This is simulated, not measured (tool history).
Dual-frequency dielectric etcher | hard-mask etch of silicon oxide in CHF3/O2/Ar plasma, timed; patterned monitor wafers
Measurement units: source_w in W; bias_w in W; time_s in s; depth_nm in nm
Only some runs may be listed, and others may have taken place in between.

| run | hour | source_w | bias_w | time_s | depth_nm |
|---|---|---|---|---|---|
| 1 | 0.0 | 510 | 154 | 25.5 | 52.146 |
| 2 | 5.3 | 550 | 161 | 25.5 | 54.833 |
| 3 | 9.4 | 460 | 161 | 25.5 | 50.234 |
| 4 | 13.6 | 460 | 161 | 27.0 | 53.132 |
| 5 | 22.4 | 380 | 161 | 27.0 | 48.316 |
| 6 | 30.9 | 440 | 164 | 27.0 | 52.545 |

Expected results for the next run?
| 7 | 34.2 | 480 | 166 | 27.0 | ? |

depth_nm: 54.592 nm

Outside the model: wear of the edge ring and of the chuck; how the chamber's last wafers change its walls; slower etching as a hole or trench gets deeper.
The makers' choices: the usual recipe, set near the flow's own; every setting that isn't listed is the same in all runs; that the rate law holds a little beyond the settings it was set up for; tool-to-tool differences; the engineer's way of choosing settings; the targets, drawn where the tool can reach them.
